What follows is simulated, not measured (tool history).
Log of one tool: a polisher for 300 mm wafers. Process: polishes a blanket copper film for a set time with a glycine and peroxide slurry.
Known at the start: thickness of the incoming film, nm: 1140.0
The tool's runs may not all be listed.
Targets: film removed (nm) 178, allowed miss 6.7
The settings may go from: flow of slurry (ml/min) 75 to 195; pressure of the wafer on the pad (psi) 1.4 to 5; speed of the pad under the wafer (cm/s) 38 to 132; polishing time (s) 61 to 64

| run | hour | flow of slurry (ml/min) | pressure of the wafer on the pad (psi) | speed of the pad under the wafer (cm/s) | polishing time (s) | film removed (nm) |
|---|---|---|---|---|---|---|
| 1 | 0 | 125 | 3.2 | 84 | 61 | 272.58 |
| 2 | 8 | 120 | 3 | 84 | 61 | 261 |
| 3 | 15.6 | 150 | 3 | 84 | 61 | 274.25 |
| 4 | 22.4 | 145 | 2.7 | 84 | 61 | 252.42 |
| 5 | 29.1 | 140 | 2.5 | 84 | 61 | 242.97 |
|  | 32.7 | worn pad replaced by a new one |
| 6 | 32.7 | 140 | 2.5 | 100 | 61 | 293.81 |
| 7 | 38.3 | 135 | 2.3 | 96 | 61 | 270.75 |
| 8 | 46 | 135 | 2.1 | 92 | 61 | 251.99 |
| 9 | 49.6 | 135 | 2 | 88 | 61 | 234.7 |

Which of these 5 next moves meets every target?
| A | 53.2 | 130 | 1.8 | 74 | 61 | ? |
| B | 53.2 | 135 | 2.3 | 58 | 63 | ? |
| C | 53.2 | 105 | 1.8 | 70 | 61 | ? |
| D | 53.2 | 150 | 2.7 | 76 | 61 | ? |
| E | 53.2 | 130 | 1.6 | 58 | 61 | ? |

| move | film removed (nm) |
|---|---|
| A | 193.55 |
| B | 193.62 |
| C | 177.13 |
| D | 251.63 |
| E | 157.15 |
A: nearer than the last run, and not there yet
B: nearer than the last run, and not there yet
C: meets every target
D: further off than the last run
E: takes the result that was furthest off past its target
Move C is the one to make.
